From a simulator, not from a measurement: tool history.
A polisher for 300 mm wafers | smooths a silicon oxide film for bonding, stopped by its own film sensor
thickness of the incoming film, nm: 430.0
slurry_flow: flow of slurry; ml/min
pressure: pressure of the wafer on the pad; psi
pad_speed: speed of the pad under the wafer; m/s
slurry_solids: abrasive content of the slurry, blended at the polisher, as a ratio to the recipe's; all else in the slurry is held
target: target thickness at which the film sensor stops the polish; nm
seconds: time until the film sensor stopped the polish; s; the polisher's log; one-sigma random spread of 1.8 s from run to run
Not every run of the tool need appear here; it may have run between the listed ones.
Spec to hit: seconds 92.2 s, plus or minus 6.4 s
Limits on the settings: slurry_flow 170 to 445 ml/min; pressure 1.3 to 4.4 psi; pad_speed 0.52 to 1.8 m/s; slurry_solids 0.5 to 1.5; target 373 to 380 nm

run,hour,slurry_flow,pressure,pad_speed,slurry_solids,target,seconds
1,0,285,2.8,1.16,1,373,61.256
2,1.7,285,2.8,1.16,0.85,373,66.771
3,6.6,285,2.6,1.14,0.85,373,67.287
4,12.5,285,2.6,1.14,0.65,373,74.874
5,18.5,285,2.4,1.12,0.65,373,82.486
6,25.1,285,2.3,1.12,0.65,373,78.889
7,29.6,285,1.8,1.04,0.65,373,102.32
8,30.2,285,1.9,1.04,0.65,373,101.73

Which one of the following 5 next-run settings gets every result inside its allowed miss? There is exactly one.
A,30.8,210,1.4,1.2,0.55,378,?
B,30.8,225,2.2,0.92,1,373,?
C,30.8,385,1.6,0.94,0.65,373,?
D,30.8,325,1.7,0.92,0.85,373,?
E,30.8,295,1.8,1,0.7,373,?

move,seconds
A,104.21
B,86.173
C,113.8
D,103.67
E,100.33
A: further off than the last run
B: in spec on every target
C: further off than the last run
D: further off than the last run
E: nearer than the last run, and not there yet
B is the move that brings every result within its allowed miss.

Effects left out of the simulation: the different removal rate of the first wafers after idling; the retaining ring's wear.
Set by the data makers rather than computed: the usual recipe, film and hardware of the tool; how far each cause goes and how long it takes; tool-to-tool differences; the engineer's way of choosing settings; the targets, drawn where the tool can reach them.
